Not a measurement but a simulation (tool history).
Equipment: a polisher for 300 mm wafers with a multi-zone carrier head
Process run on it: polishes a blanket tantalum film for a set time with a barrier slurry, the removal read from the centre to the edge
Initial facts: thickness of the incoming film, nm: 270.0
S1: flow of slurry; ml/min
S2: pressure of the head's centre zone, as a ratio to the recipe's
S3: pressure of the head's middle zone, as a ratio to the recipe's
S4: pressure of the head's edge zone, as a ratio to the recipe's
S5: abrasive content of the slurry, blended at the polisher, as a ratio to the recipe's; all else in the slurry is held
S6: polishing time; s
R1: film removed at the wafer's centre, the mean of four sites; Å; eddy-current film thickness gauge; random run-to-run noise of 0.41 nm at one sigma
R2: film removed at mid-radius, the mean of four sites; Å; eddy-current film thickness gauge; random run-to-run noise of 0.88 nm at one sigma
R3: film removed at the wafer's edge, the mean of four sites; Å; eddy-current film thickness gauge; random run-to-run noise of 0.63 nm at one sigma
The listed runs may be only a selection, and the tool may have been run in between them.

{"run": 1, "hour": 0.0, "S1": 220, "S2": 1.0, "S3": 1.0, "S4": 1.0, "S5": 1.0, "S6": 61, "R1": 560.93, "R2": 558.74, "R3": 578.54}
{"run": 2, "hour": 3.2, "S1": 220, "S2": 1.0, "S3": 1.0, "S4": 0.92, "S5": 1.0, "S6": 61, "R1": 567.17, "R2": 562.45, "R3": 564.58}
{"run": 3, "hour": 11.4, "S1": 220, "S2": 0.94, "S3": 1.0, "S4": 0.92, "S5": 1.0, "S6": 61, "R1": 525.87, "R2": 552.96, "R3": 563.33}
{"run": 4, "hour": 14.1, "S1": 185, "S2": 0.94, "S3": 1.0, "S4": 0.92, "S5": 1.0, "S6": 61, "R1": 513.89, "R2": 544.89, "R3": 546.98}
{"run": 5, "hour": 19.5, "S1": 200, "S2": 0.95, "S3": 1.0, "S4": 0.95, "S5": 1.05, "S6": 61, "R1": 533.29, "R2": 562.83, "R3": 575.25}
{"run": 6, "hour": 25.0, "S1": 210, "S2": 0.96, "S3": 1.0, "S4": 0.97, "S5": 1.1, "S6": 61, "R1": 549.11, "R2": 590.57, "R3": 586.51}
{"run": 7, "hour": 29.7, "S1": 220, "S2": 0.97, "S3": 0.99, "S4": 0.99, "S5": 1.1, "S6": 61, "R1": 560.43, "R2": 578.44, "R3": 594.8}
{"run": 8, "hour": 35.3, "S1": 230, "S2": 0.97, "S3": 0.99, "S4": 1.01, "S5": 1.15, "S6": 61, "R1": 567.64, "R2": 589.45, "R3": 615.23}
{"run": 9, "hour": 41.8, "S1": 235, "S2": 0.98, "S3": 0.99, "S4": 1.02, "S5": 1.15, "S6": 61, "R1": 576.54, "R2": 572.96, "R3": 606.94}
{"run": 10, "hour": 49.8, "S1": 235, "S2": 0.98, "S3": 0.99, "S4": 1.03, "S5": 1.2, "S6": 61, "R1": 581.94, "R2": 590.64, "R3": 619.49}
{"run": 11, "hour": 57.5, "S1": 240, "S2": 0.98, "S3": 0.99, "S4": 1.05, "S5": 1.25, "S6": 61, "R1": 586.91, "R2": 594.61, "R3": 628.56}
{"run": 12, "hour": 61.0, "S1": 245, "S2": 0.98, "S3": 0.99, "S4": 1.06, "S5": 1.3, "S6": 61, "R1": 598.19, "R2": 597.9, "R3": 637.29}
{"run": 13, "hour": 67.9, "S1": 245, "S2": 0.98, "S3": 0.99, "S4": 1.06, "S5": 1.3, "S6": 61, "R1": 602.66, "R2": 612.85, "R3": 629.91}
{"run": 14, "hour": 70.7, "S1": 245, "S2": 0.98, "S3": 0.99, "S4": 1.07, "S5": 1.3, "S6": 61, "R1": 588.94, "R2": 616.23, "R3": 645.17}
{"run": 15, "hour": 72.0, "S1": 250, "S2": 0.98, "S3": 0.99, "S4": 1.08, "S5": 1.3, "S6": 61, "R1": 591.74, "R2": 612.18, "R3": 629.34}
{"run": 16, "hour": 77.8, "S1": 245, "S2": 0.98, "S3": 0.99, "S4": 1.08, "S5": 1.3, "S6": 61, "R1": 598.43, "R2": 597.23, "R3": 635.68}

Run 17 is up next; what results do you expect?
{"run": 17, "hour": 82.1, "S1": 245, "S2": 0.98, "S3": 0.99, "S4": 1.08, "S5": 1.3, "S6": 61, "R1": "?", "R2": "?", "R3": "?"}

Logged for run 17: R1 593.96 Å, R2 601.79 Å, R3 643.81 Å.
